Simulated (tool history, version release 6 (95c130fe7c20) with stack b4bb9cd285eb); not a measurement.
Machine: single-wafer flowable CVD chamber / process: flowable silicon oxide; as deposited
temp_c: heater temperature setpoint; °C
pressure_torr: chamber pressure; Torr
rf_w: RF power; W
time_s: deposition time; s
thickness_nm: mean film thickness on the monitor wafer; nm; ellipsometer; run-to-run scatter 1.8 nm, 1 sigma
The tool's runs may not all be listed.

| run | hour | temp_c | pressure_torr | rf_w | time_s | thickness_nm |
|---|---|---|---|---|---|---|
| 1 | 0.0 | 100 | 1.02 | 2655 | 731 | 616.29 |
| 2 | 5.4 | 90 | 1.02 | 2655 | 731 | 835.39 |
| 3 | 7.8 | 90 | 1.02 | 2435 | 731 | 814.67 |
| 4 | 11.1 | 90 | 1.02 | 2650 | 731 | 837.34 |
| 5 | 12.2 | 90 | 1.02 | 2650 | 753 | 853.01 |
| 6 | 13.3 | 90 | 1.02 | 2325 | 753 | 845.88 |
| 7 | 14.0 | 94 | 1.02 | 2325 | 753 | 746.77 |
| 8 | 18.7 | 94 | 1.02 | 2325 | 753 | 742.93 |
| 9 | 24.3 | 97 | 1.02 | 2325 | 753 | 678.41 |
| 10 | 31.9 | 109 | 1.01 | 2325 | 753 | 478.39 |
| 11 | 38.0 | 111 | 1.01 | 2325 | 753 | 452.71 |

Run 12, settings as shown, results not yet in. Your forecast:
| 12 | 39.6 | 112 | 1.01 | 2325 | 753 | ? |

thickness_nm: 440.08 nm
